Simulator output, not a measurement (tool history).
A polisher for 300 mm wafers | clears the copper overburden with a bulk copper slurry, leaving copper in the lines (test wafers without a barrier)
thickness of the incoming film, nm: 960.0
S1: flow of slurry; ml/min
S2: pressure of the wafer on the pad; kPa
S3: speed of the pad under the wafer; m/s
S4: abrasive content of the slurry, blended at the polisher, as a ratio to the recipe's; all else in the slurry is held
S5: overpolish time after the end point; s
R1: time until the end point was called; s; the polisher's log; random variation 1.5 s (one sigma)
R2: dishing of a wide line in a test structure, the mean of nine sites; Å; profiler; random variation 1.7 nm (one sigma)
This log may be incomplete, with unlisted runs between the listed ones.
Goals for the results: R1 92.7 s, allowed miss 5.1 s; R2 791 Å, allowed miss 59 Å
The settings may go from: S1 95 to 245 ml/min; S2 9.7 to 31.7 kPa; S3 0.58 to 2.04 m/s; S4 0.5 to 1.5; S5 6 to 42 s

run  hour   S1    S2    S3    S4  S5      R1      R2
  1     0  155  20.7   1.3     1  21  56.379  1313.1
  2   2.1  155  20.7   1.3     1  16  55.923  1133.5
  3   6.1  155  24.8   1.3     1  16  47.895  1313.7
  4  10.9  155  24.8   1.3     1  10  47.981  1001.1
  5  19.2  155  21.4  1.26     1  12  56.552  981.82
  6  26.3  155  21.4  1.56     1  12  45.856  1110.9
  7  27.4  145  15.9  1.34  0.95  18  73.942    1010
  8  32.1  145  15.9  1.34  0.95  18  71.747  1010.7
  9  33.3  145  10.3  1.32  0.95  14  110.31  612.21
 10  35.9  150  13.1   1.3  0.95  18  91.803  860.96

5 candidate next runs follow, results not yet known. Just one meets every target within its allowed miss. Identify it.
  A  38.5  125    11  1.32  1.05  19   ?   ?
  B  38.5  175  13.8  1.12  0.85  23   ?   ?
  C  38.5  165  10.3  1.44   0.9  28   ?   ?
  D  38.5  150    11  1.24     1  19   ?   ?
  E  38.5  145  12.4  1.36  0.85  16   ?   ?

move      R1      R2
   A  104.88  785.84
   B  96.981  957.43
   C  99.803  977.88
   D   108.3   770.4
   E  91.832  781.79
A: gets the furthest-off result to its target, but another result is out of tolerance
B: moves away from the targets compared with the last run
C: moves away from the targets compared with the last run
D: gets the furthest-off result to its target, but another result is out of tolerance
E: every result within its allowed miss
Go with E: it meets all targets.

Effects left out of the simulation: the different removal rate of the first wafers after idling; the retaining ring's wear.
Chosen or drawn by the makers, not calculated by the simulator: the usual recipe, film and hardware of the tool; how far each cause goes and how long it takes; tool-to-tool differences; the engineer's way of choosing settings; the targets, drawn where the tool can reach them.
